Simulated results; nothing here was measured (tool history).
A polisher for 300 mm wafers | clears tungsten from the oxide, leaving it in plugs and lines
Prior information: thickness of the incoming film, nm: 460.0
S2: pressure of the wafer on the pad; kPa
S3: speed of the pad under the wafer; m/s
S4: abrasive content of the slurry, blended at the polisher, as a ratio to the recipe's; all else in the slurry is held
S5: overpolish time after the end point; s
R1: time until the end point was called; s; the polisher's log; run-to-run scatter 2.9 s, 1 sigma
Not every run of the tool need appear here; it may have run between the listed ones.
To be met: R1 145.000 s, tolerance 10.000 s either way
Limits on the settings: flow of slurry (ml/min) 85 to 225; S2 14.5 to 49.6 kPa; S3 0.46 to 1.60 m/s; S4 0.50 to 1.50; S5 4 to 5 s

{"run": 1, "hour": 0.0, "flow of slurry (ml/min)": 145, "S2": 31.7, "S3": 1.02, "S4": 1.0, "S5": 5, "R1": 72.65}
{"run": 2, "hour": 2.6, "flow of slurry (ml/min)": 145, "S2": 31.7, "S3": 1.02, "S4": 1.0, "S5": 4, "R1": 73.674}
{"run": 3, "hour": 10.0, "flow of slurry (ml/min)": 145, "S2": 28.3, "S3": 0.98, "S4": 1.0, "S5": 4, "R1": 83.966}
{"run": 4, "hour": 16.8, "flow of slurry (ml/min)": 145, "S2": 25.5, "S3": 0.94, "S4": 1.0, "S5": 4, "R1": 99.926}
{"run": 5, "hour": 22.1, "flow of slurry (ml/min)": 145, "S2": 23.4, "S3": 0.94, "S4": 1.0, "S5": 4, "R1": 108.49}
{"run": 6, "hour": 22.9, "flow of slurry (ml/min)": 145, "S2": 22.1, "S3": 0.94, "S4": 1.0, "S5": 4, "R1": 106.81}
{"run": 7, "hour": 24.2, "flow of slurry (ml/min)": 145, "S2": 20.7, "S3": 0.92, "S4": 1.0, "S5": 4, "R1": 126.14}
{"run": 8, "hour": 29.3, "flow of slurry (ml/min)": 145, "S2": 20.0, "S3": 0.92, "S4": 1.0, "S5": 4, "R1": 124.29}
{"run": 9, "hour": 35.6, "flow of slurry (ml/min)": 145, "S2": 19.3, "S3": 0.92, "S4": 1.0, "S5": 4, "R1": 127.33}
{"run": 10, "hour": 40.7, "flow of slurry (ml/min)": 145, "S2": 18.6, "S3": 0.92, "S4": 1.0, "S5": 4, "R1": 130.81}

5 next moves are on the table. One of them brings every result within its allowed miss. Which?
{"run": "A", "hour": 45.8, "flow of slurry (ml/min)": 125, "S2": 24.1, "S3": 0.82, "S4": 1.0, "S5": 5, "R1": "?"}
{"run": "B", "hour": 45.8, "flow of slurry (ml/min)": 175, "S2": 17.9, "S3": 1.1, "S4": 1.15, "S5": 5, "R1": "?"}
{"run": "C", "hour": 45.8, "flow of slurry (ml/min)": 145, "S2": 17.2, "S3": 1.08, "S4": 1.0, "S5": 5, "R1": "?"}
{"run": "D", "hour": 45.8, "flow of slurry (ml/min)": 165, "S2": 17.2, "S3": 1.12, "S4": 0.85, "S5": 5, "R1": "?"}
{"run": "E", "hour": 45.8, "flow of slurry (ml/min)": 190, "S2": 15.9, "S3": 0.96, "S4": 0.9, "S5": 5, "R1": "?"}

move=A R1=122.220
move=B R1=111.390
move=C R1=125.040
move=D R1=121.500
move=E R1=147.730
A: lands further from the targets than the last run did
B: lands further from the targets than the last run did
C: lands further from the targets than the last run did
D: lands further from the targets than the last run did
E: in spec on every target
Move E is the one to make.

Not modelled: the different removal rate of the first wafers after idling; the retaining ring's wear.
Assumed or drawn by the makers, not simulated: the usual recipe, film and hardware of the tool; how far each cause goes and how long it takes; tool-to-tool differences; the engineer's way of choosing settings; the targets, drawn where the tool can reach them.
